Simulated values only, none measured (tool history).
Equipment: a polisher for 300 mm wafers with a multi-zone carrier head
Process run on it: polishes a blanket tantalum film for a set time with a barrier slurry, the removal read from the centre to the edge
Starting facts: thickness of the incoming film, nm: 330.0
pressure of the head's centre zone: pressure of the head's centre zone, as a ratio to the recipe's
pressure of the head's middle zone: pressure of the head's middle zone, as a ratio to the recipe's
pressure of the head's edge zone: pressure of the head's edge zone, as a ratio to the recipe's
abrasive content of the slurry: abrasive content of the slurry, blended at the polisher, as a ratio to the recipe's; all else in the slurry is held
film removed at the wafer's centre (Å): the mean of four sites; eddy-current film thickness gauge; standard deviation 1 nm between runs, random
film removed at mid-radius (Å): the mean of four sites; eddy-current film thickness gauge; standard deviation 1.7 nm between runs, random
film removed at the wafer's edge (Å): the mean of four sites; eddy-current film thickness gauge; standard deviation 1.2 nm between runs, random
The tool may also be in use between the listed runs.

run	hour	flow of slurry (ml/min)	pressure of the head's centre zone	pressure of the head's middle zone	pressure of the head's edge zone	abrasive content of the slurry	polishing time (s)	film removed at the wafer's centre (Å)	film removed at mid-radius (Å)	film removed at the wafer's edge (Å)
1	0.0	155	1.00	1.00	1.00	1.00	47	1164.6	1182.7	1211.1
2	3.7	175	1.01	1.03	1.05	1.05	47	1206.7	1248.8	1266.6
3	7.0	185	1.02	1.05	1.08	1.10	47	1276.5	1326.1	1324.4
4	11.5	195	1.02	1.06	1.11	1.10	47	1296.3	1331.2	1356.0
5	14.3	195	1.02	0.99	1.11	1.10	47	1285.2	1259.3	1361.9
6	19.5	205	1.01	1.02	1.12	1.10	47	1277.6	1342.1	1370.7
# hour 22.5: edge zone pressure recalibrated
7	22.5	215	1.01	1.03	1.13	1.10	47	1273.8	1344.4	1329.4
8	23.8	210	1.01	1.05	1.15	1.15	47	1322.5	1385.5	1345.0
9	32.3	215	0.99	1.03	1.15	1.15	48	1319.1	1356.5	1377.0

Predict the results of run 10:
10	38.4	210	0.98	1.05	1.16	1.10	49	?	?	?

film removed at the wafer's centre (Å): 1301.7
film removed at mid-radius (Å): 1434.1
film removed at the wafer's edge (Å): 1403.8
